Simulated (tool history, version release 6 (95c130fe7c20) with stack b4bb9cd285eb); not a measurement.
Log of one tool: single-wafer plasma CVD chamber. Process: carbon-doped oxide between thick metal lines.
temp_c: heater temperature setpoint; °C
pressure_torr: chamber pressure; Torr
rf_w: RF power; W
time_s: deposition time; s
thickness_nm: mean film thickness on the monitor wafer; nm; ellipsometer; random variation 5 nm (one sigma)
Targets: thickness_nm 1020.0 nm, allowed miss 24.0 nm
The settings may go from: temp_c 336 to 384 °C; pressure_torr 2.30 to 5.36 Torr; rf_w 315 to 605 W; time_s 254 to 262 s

Run 1, day 0.000: temp_c 360 °C, pressure_torr 3.83 Torr, rf_w 460 W, time_s 254 s. Result: thickness_nm 1104.4 nm.
Run 2, day 0.025: temp_c 369 °C, pressure_torr 3.83 Torr, rf_w 460 W, time_s 254 s. Result: thickness_nm 1090.5 nm.
Run 3, day 0.171: temp_c 369 °C, pressure_torr 3.41 Torr, rf_w 460 W, time_s 254 s. Result: thickness_nm 1069.3 nm.
Run 4, day 0.408: temp_c 369 °C, pressure_torr 3.41 Torr, rf_w 485 W, time_s 254 s. Result: thickness_nm 1112.5 nm.
Run 5, day 0.729: temp_c 370 °C, pressure_torr 3.26 Torr, rf_w 470 W, time_s 254 s. Result: thickness_nm 1090.8 nm.
Run 6, day 0.817: temp_c 374 °C, pressure_torr 3.26 Torr, rf_w 470 W, time_s 254 s. Result: thickness_nm 1065.3 nm.
Run 7, day 0.883: temp_c 375 °C, pressure_torr 3.19 Torr, rf_w 465 W, time_s 254 s. Result: thickness_nm 1059.3 nm.
Run 8, day 1.117: temp_c 376 °C, pressure_torr 3.14 Torr, rf_w 460 W, time_s 254 s. Result: thickness_nm 1048.8 nm.

5 next moves are on the table. One of them brings every result within its allowed miss. Which?
Run A, day 1.350: temp_c 373 °C, pressure_torr 2.99 Torr, rf_w 465 W, time_s 259 s. Result: thickness_nm ?.
Run B, day 1.350: temp_c 380 °C, pressure_torr 3.19 Torr, rf_w 460 W, time_s 262 s. Result: thickness_nm ?.
Run C, day 1.350: temp_c 374 °C, pressure_torr 3.98 Torr, rf_w 420 W, time_s 254 s. Result: thickness_nm ?.
Run D, day 1.350: temp_c 377 °C, pressure_torr 3.53 Torr, rf_w 470 W, time_s 254 s. Result: thickness_nm ?.
Run E, day 1.350: temp_c 377 °C, pressure_torr 3.24 Torr, rf_w 440 W, time_s 262 s. Result: thickness_nm ?.

move  thickness_nm
   A        1081.6
   B        1079.4
   C        1026.7
   D        1081.9
   E        1055.7
A: further off than the last run
B: further off than the last run
C: meets every target
D: further off than the last run
E: further off than the last run
The right move is C.

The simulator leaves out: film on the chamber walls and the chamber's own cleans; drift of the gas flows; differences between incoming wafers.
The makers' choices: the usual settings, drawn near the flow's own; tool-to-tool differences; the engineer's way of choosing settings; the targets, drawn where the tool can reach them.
